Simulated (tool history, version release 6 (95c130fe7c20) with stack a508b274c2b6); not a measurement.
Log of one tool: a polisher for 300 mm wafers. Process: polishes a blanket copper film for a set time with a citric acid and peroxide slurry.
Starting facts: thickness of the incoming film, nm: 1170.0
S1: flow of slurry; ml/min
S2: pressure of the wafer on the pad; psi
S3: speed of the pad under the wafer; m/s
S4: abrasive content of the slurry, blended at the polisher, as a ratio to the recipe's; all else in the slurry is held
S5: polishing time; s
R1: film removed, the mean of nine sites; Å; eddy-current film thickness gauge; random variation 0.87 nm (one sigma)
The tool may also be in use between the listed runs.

{"run": 1, "hour": 0.0, "S1": 200, "S2": 3.3, "S3": 1.02, "S4": 1, "S5": 110, "R1": 2444.8}
{"run": 2, "hour": 7.8, "S1": 200, "S2": 3.3, "S3": 1.12, "S4": 1, "S5": 110, "R1": 2645.9}
{"run": 3, "hour": 16.1, "S1": 200, "S2": 2.8, "S3": 1.12, "S4": 1, "S5": 110, "R1": 2288.2}
{"run": 4, "hour": 19.2, "S1": 200, "S2": 2.8, "S3": 1.12, "S4": 1, "S5": 110, "R1": 2327.6}
{"run": 5, "hour": 26.2, "S1": 200, "S2": 2.5, "S3": 1.12, "S4": 1, "S5": 110, "R1": 2104.1}
{"run": 6, "hour": 34.9, "S1": 200, "S2": 3.3, "S3": 1.12, "S4": 1, "S5": 110, "R1": 2675.9}
{"run": 7, "hour": 36.1, "S1": 195, "S2": 2.9, "S3": 1.1, "S4": 1, "S5": 110, "R1": 2359}

Run 8 is up next; what results do you expect?
{"run": 8, "hour": 43.9, "S1": 180, "S2": 1.9, "S3": 0.98, "S4": 1, "S5": 110, "R1": "?"}

R1: 1484.9 Å
